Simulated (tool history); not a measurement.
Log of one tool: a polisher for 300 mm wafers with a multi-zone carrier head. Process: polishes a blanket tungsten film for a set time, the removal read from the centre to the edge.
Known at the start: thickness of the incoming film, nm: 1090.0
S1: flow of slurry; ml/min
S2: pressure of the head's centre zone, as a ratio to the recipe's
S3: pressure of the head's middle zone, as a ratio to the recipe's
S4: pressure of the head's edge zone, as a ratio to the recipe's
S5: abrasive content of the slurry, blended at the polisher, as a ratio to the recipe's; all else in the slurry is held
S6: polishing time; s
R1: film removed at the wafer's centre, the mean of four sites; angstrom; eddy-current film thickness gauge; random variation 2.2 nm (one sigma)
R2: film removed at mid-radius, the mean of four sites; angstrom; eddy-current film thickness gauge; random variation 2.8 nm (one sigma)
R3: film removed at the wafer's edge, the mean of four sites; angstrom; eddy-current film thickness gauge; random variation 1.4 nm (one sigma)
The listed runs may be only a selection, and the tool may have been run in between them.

run 1 hour=0 | S1=250 S2=1 S3=1 S4=1 S5=1 S6=38 | R1=1852.7 R2=1837.2 R3=1908.7
run 2 hour=4 | S1=250 S2=1 S3=0.94 S4=1 S5=1 S6=38 | R1=1876.1 R2=1714.1 R3=1893.2
run 3 hour=8.4 | S1=250 S2=1 S3=0.94 S4=1 S5=1 S6=33 | R1=1596 R2=1534.2 R3=1669.1
run 4 hour=13.3 | S1=250 S2=0.97 S3=0.94 S4=1 S5=1 S6=33 | R1=1615.2 R2=1545.6 R3=1664.2
run 5 hour=16.3 | S1=250 S2=0.97 S3=0.94 S4=1 S5=1.2 S6=33 | R1=1640.2 R2=1635.6 R3=1736.2
run 6 hour=21.3 | S1=250 S2=0.97 S3=0.94 S4=1 S5=1.3 S6=33 | R1=1676.4 R2=1638.2 R3=1775.2
run 7 hour=22 | S1=260 S2=0.97 S3=0.97 S4=1.01 S5=1.35 S6=33 | R1=1730.1 R2=1666 R3=1839
run 8 hour=30.5 | S1=255 S2=0.96 S3=0.99 S4=0.99 S5=1.35 S6=34 | R1=1755.6 R2=1798.1 R3=1832.3
run 9 hour=38.3 | S1=260 S2=0.95 S3=1.01 S4=1 S5=1.35 S6=34 | R1=1709.6 R2=1802.2 R3=1877

Predict the results of run 10:
run 10 hour=38.9 | S1=300 S2=0.97 S3=1.11 S4=0.91 S5=1.5 S6=37 | R1=? R2=? R3=?

Run 10 came out at R1 2035.4 angstrom, R2 2243.9 angstrom, R3 2043 angstrom.
